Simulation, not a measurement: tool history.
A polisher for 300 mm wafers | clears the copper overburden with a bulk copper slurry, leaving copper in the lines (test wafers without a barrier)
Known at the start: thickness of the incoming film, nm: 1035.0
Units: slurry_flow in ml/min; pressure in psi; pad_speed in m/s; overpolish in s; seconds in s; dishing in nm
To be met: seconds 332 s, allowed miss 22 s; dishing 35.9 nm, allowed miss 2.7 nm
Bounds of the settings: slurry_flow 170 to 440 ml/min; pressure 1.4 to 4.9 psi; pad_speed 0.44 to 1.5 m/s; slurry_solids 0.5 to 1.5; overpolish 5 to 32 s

run,hour,slurry_flow,pressure,pad_speed,slurry_solids,overpolish,seconds,dishing
1,0,280,3.1,0.96,1,16,126.3,76.364
2,7.8,280,3.1,0.96,1,22,128.8,92.072
3,10,280,2.9,0.9,1,21,146.06,81.31
4,13.3,280,2.9,0.66,1,21,194.58,67.817
5,20.7,330,2.9,0.66,1,21,188.35,68.448
6,29.3,330,2.9,0.74,1,21,168.57,73.898
7,37.1,325,2.7,0.72,1,20,186.21,65.824
8,40.9,325,2.5,0.7,1,19,202.99,59.582
9,46.7,320,1.6,0.52,0.95,15,426.17,27.008
10,47.6,325,1.7,0.52,0.95,15,381.92,27.298
11,52.5,330,1.9,0.52,0.95,17,365.59,33.7
12,57.5,335,1.9,0.52,0.95,17,362.12,32.46

Which of these 5 next moves meets every target?
A,62.5,260,1.7,0.6,0.95,15,?,?
B,62.5,355,1.8,0.52,0.9,23,?,?
C,62.5,290,1.4,0.64,1.25,18,?,?
D,62.5,350,1.9,0.56,0.95,17,?,?
E,62.5,355,1.7,0.48,0.9,17,?,?

move,seconds,dishing
A,355.3,30.486
B,372.77,42.001
C,371.78,33.712
D,327.37,36.628
E,423.41,29.194
A: further off than the last run
B: further off than the last run
C: further off than the last run
D: meets every target
E: further off than the last run
Move D is the one to make.
